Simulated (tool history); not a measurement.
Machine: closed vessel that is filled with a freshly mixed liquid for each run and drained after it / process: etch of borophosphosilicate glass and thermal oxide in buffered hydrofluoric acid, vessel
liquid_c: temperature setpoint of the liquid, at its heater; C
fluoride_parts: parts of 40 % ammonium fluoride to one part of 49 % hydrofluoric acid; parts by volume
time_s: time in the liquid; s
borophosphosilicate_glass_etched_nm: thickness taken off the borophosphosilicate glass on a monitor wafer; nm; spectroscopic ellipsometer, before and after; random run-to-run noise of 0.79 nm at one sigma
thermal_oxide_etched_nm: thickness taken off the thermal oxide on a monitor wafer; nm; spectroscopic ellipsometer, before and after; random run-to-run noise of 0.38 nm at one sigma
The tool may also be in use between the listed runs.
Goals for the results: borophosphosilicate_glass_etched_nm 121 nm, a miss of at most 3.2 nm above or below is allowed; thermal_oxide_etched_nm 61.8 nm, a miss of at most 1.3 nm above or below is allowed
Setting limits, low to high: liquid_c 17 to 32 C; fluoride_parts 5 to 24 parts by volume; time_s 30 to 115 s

| run | hour | liquid_c | fluoride_parts | time_s | borophosphosilicate_glass_etched_nm | thermal_oxide_etched_nm |
|---|---|---|---|---|---|---|
| 1 | 0 | 25 | 14.5 | 60 | 106.25 | 53.964 |
| 2 | 4.6 | 25.5 | 14.5 | 60 | 108.06 | 54.995 |
| 3 | 8 | 26 | 14.5 | 60 | 110.59 | 56.696 |
| 4 | 12.9 | 26 | 14.5 | 70 | 129 | 66.336 |
| 5 | 17.3 | 29 | 14.5 | 70 | 150.89 | 78.703 |
| 6 | 18.4 | 27 | 14.5 | 70 | 136.67 | 70.605 |
| 7 | 27.3 | 24 | 14.5 | 70 | 115.75 | 59.875 |
| 8 | 31.8 | 24 | 14.5 | 70 | 117.05 | 59.881 |

4 candidate next runs follow, results not yet known. Just one meets every target within its allowed miss. Identify it.
| A | 36.3 | 22.5 | 13 | 75 | ? | ? |
| B | 36.3 | 23 | 11.5 | 65 | ? | ? |
| C | 36.3 | 21.5 | 8 | 45 | ? | ? |
| D | 36.3 | 21.5 | 15.5 | 90 | ? | ? |

| move | borophosphosilicate_glass_etched_nm | thermal_oxide_etched_nm |
|---|---|---|
| A | 126.31 | 65.616 |
| B | 126.92 | 65.901 |
| C | 113.04 | 58.441 |
| D | 120.64 | 62.684 |
A: carries the result that was furthest off beyond its target, to the other side
B: carries the result that was furthest off beyond its target, to the other side
C: moves away from the targets compared with the last run
D: each result inside its tolerance
So the answer is move D, the one that meets all the targets.

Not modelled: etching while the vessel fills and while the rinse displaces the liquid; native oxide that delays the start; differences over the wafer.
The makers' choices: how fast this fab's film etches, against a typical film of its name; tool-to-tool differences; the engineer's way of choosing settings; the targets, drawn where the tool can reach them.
